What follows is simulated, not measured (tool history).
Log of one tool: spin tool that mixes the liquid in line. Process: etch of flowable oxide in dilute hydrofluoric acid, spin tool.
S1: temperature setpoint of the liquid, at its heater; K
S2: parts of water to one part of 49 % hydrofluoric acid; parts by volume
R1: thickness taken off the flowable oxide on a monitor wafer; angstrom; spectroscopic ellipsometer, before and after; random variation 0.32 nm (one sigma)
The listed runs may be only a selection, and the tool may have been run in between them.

{"run": 1, "hour": 0.0, "S1": 298.15, "S2": 65, "time under the liquid (s)": 15, "R1": 174.9}
{"run": 2, "hour": 6.7, "S1": 298.15, "S2": 80, "time under the liquid (s)": 15, "R1": 137.82}
{"run": 3, "hour": 9.6, "S1": 299.65, "S2": 70, "time under the liquid (s)": 15, "R1": 168.83}
{"run": 4, "hour": 18.5, "S1": 297.65, "S2": 70, "time under the liquid (s)": 15, "R1": 156.79}
{"hour": 22.3, "done": "hydrofluoric acid flow meter replaced"}
{"run": 5, "hour": 22.3, "S1": 299.65, "S2": 60, "time under the liquid (s)": 15, "R1": 187.46}
{"run": 6, "hour": 28.0, "S1": 299.65, "S2": 60, "time under the liquid (s)": 15, "R1": 188.84}
{"run": 7, "hour": 34.6, "S1": 303.65, "S2": 35, "time under the liquid (s)": 15, "R1": 395.1}

Predict the results of run 8:
{"run": 8, "hour": 42.7, "S1": 303.65, "S2": 35, "time under the liquid (s)": 15, "R1": "?"}

For run 8 the tool returned R1 399.56 angstrom.
